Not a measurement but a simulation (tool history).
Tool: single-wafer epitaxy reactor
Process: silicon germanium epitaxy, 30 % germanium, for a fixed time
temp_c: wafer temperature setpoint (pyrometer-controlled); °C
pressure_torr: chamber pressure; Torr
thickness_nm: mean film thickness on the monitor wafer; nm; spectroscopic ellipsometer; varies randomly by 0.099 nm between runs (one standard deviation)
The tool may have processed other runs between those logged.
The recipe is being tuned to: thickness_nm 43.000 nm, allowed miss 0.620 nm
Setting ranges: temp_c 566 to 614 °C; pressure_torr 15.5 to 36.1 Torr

{"run": 1, "hour": 0.0, "temp_c": 590, "pressure_torr": 25.8, "thickness_nm": 53.725}
{"run": 2, "hour": 3.4, "temp_c": 594, "pressure_torr": 25.8, "thickness_nm": 58.537}
{"run": 3, "hour": 11.7, "temp_c": 592, "pressure_torr": 25.8, "thickness_nm": 56.135}
{"run": 4, "hour": 12.6, "temp_c": 600, "pressure_torr": 25.8, "thickness_nm": 66.506}
{"run": 5, "hour": 14.3, "temp_c": 597, "pressure_torr": 25.8, "thickness_nm": 62.482}
{"run": 6, "hour": 16.4, "temp_c": 597, "pressure_torr": 23.3, "thickness_nm": 59.621}
{"run": 7, "hour": 23.7, "temp_c": 595, "pressure_torr": 23.3, "thickness_nm": 56.84}
{"run": 8, "hour": 27.9, "temp_c": 583, "pressure_torr": 23.1, "thickness_nm": 43.82}

Of the 4 settings listed for the next run, only one would bring every result within its allowed miss of target. Which one?
{"run": "A", "hour": 32.1, "temp_c": 579, "pressure_torr": 26.8, "thickness_nm": "?"}
{"run": "B", "hour": 32.1, "temp_c": 586, "pressure_torr": 18.7, "thickness_nm": "?"}
{"run": "C", "hour": 32.1, "temp_c": 581, "pressure_torr": 22.7, "thickness_nm": "?"}
{"run": "D", "hour": 32.1, "temp_c": 582, "pressure_torr": 21.6, "thickness_nm": "?"}

move=A thickness_nm=43.211
move=B thickness_nm=41.908
move=C thickness_nm=41.584
move=D thickness_nm=41.440
A: every result lands within tolerance
B: moves the result that the last run missed by most past its target, out the other side
C: moves the result that the last run missed by most past its target, out the other side
D: moves the result that the last run missed by most past its target, out the other side
So the answer is move A, the one that meets all the targets.
